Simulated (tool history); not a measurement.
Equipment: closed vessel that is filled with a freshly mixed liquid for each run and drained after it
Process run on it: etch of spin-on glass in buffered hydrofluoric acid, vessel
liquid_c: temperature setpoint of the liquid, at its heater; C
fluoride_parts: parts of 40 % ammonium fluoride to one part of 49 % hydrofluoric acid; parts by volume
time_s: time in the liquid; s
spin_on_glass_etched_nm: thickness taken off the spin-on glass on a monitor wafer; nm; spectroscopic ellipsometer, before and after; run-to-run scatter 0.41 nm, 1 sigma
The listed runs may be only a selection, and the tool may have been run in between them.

{"run": 1, "day": 0.0, "liquid_c": 22.0, "fluoride_parts": 12.5, "time_s": 35, "spin_on_glass_etched_nm": 114.37}
{"run": 2, "day": 0.333, "liquid_c": 20.5, "fluoride_parts": 14.0, "time_s": 35, "spin_on_glass_etched_nm": 95.898}
{"run": 3, "day": 0.621, "liquid_c": 18.5, "fluoride_parts": 14.0, "time_s": 35, "spin_on_glass_etched_nm": 85.328}
{"run": 4, "day": 0.892, "liquid_c": 20.0, "fluoride_parts": 14.0, "time_s": 35, "spin_on_glass_etched_nm": 92.98}
{"run": 5, "day": 1.05, "liquid_c": 20.0, "fluoride_parts": 14.0, "time_s": 30, "spin_on_glass_etched_nm": 79.468}
{"run": 6, "day": 1.346, "liquid_c": 20.0, "fluoride_parts": 14.0, "time_s": 35, "spin_on_glass_etched_nm": 93.528}
{"run": 7, "day": 1.662, "liquid_c": 19.0, "fluoride_parts": 15.0, "time_s": 35, "spin_on_glass_etched_nm": 81.445}

The next listed run, before its measurement:
{"run": 8, "day": 1.938, "liquid_c": 18.5, "fluoride_parts": 16.0, "time_s": 35, "spin_on_glass_etched_nm": "?"}

Run 8 came out at spin_on_glass_etched_nm 74.343 nm.

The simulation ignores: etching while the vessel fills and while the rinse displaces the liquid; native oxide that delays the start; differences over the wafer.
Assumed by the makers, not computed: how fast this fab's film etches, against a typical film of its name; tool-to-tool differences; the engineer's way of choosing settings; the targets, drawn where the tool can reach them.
